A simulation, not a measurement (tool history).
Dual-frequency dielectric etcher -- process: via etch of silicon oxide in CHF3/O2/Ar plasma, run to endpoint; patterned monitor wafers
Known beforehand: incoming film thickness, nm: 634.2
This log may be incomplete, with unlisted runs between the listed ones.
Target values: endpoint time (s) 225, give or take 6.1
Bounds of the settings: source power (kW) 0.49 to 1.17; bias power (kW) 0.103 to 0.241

run	day	source power (kW)	bias power (kW)	endpoint time (s)
1	0	0.83	0.172	279.77
2	0.317	0.9	0.181	261.33
3	0.367	0.95	0.183	255.2
4	0.442	0.87	0.183	269.58
5	0.667	0.87	0.213	249.63
6	0.733	0.87	0.184	264.82
7	0.888	0.92	0.187	252.65
8	1.142	0.95	0.188	255.8

Which of these 4 next moves meets every target?
A	1.396	0.78	0.152	?
B	1.396	0.86	0.151	?
C	1.396	1.17	0.2	?
D	1.396	0.6	0.193	?

move	endpoint time (s)
A	297.9
B	286.49
C	223.25
D	300.21
A: its largest miss is bigger than the last run's
B: its largest miss is bigger than the last run's
C: each result inside its tolerance
D: its largest miss is bigger than the last run's
So the answer is move C, the one that meets all the targets.
